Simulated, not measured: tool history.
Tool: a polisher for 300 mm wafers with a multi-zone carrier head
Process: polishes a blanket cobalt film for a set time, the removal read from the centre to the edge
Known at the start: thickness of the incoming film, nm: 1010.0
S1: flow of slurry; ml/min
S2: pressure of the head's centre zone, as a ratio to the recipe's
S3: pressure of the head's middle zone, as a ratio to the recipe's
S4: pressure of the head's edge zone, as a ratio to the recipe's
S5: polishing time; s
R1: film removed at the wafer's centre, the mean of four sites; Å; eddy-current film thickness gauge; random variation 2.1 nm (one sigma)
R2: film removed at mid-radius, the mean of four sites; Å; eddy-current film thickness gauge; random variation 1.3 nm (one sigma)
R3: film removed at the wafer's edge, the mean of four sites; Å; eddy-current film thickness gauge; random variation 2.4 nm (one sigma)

Run 1, day 0: S1 160 ml/min, S2 1, S3 1, S4 1, S5 48 s. Result: R1 1626.6 Å, R2 1627.7 Å, R3 1595.4 Å.
Run 2, day 0.362: S1 180 ml/min, S2 1, S3 1, S4 1, S5 48 s. Result: R1 1699.5 Å, R2 1663.9 Å, R3 1659.3 Å.
Run 3, day 0.558: S1 180 ml/min, S2 1, S3 1, S4 1, S5 37 s. Result: R1 1313 Å, R2 1299.2 Å, R3 1314.2 Å.
Run 4, day 0.733: S1 190 ml/min, S2 0.97, S3 1.01, S4 1.03, S5 39 s. Result: R1 1357.1 Å, R2 1366.7 Å, R3 1389.7 Å.
Run 5, day 1.029: S1 190 ml/min, S2 0.94, S3 1.02, S4 1.06, S5 42 s. Result: R1 1411.8 Å, R2 1491.5 Å, R3 1503.7 Å.
Run 6, day 1.138: S1 190 ml/min, S2 1.02, S3 1.02, S4 1.06, S5 42 s. Result: R1 1531 Å, R2 1472.2 Å, R3 1508.7 Å.

Forecast run 7:
Run 7, day 1.225: S1 200 ml/min, S2 0.92, S3 1.05, S4 1.16, S5 54 s. Result: R1 ?, R2 ?, R3 ?.

Run 7 gave R1 1794.5 Å, R2 1987.9 Å, R3 2011.9 Å.

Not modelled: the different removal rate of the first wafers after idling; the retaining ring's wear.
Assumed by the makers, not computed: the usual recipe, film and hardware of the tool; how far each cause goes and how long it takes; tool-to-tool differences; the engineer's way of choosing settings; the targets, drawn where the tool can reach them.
